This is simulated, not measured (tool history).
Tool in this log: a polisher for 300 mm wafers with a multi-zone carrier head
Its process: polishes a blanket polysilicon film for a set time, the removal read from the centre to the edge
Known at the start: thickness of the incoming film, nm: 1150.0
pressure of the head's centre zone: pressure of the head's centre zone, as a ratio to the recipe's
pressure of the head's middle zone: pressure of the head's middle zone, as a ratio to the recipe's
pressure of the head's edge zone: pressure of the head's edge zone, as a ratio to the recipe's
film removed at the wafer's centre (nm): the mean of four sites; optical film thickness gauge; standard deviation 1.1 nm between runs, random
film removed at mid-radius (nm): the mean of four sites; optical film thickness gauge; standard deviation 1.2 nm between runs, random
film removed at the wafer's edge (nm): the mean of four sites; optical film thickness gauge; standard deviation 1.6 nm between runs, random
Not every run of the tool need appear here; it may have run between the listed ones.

run  hour  flow of slurry (ml/min)  pressure of the head's centre zone  pressure of the head's middle zone  pressure of the head's edge zone  polishing time (s)  film removed at the wafer's centre (nm)  film removed at mid-radius (nm)  film removed at the wafer's edge (nm)
  1     0                      285                                   1                                   1                                 1                  42                                   171.72                           166.59                                 174.08
  2   2.4                      220                                   1                                   1                                 1                  42                                   166.92                           164.81                                 170.17
  3   4.7                      170                                   1                                   1                                 1                  42                                   162.62                           159.85                                 170.04
  4  13.7                      175                                1.01                                   1                              0.98                  42                                   163.95                           159.73                                 165.78
  5  19.3                      170                                1.01                                   1                              0.98                  42                                   163.59                           158.97                                 168.29
  6  24.2                      180                                1.02                                   1                              0.96                  42                                   166.09                           162.24                                 166.01
  7  29.2                      185                                1.03                                0.99                              0.95                  42                                   170.28                           160.88                                 167.11

The next listed run, before its measurement:
  8  32.3                      190                                1.04                                0.99                              0.94                  42                                        ?                                ?                                      ?

Run 8 gave film removed at the wafer's centre (nm) 172.1, film removed at mid-radius (nm) 161.9, film removed at the wafer's edge (nm) 165.

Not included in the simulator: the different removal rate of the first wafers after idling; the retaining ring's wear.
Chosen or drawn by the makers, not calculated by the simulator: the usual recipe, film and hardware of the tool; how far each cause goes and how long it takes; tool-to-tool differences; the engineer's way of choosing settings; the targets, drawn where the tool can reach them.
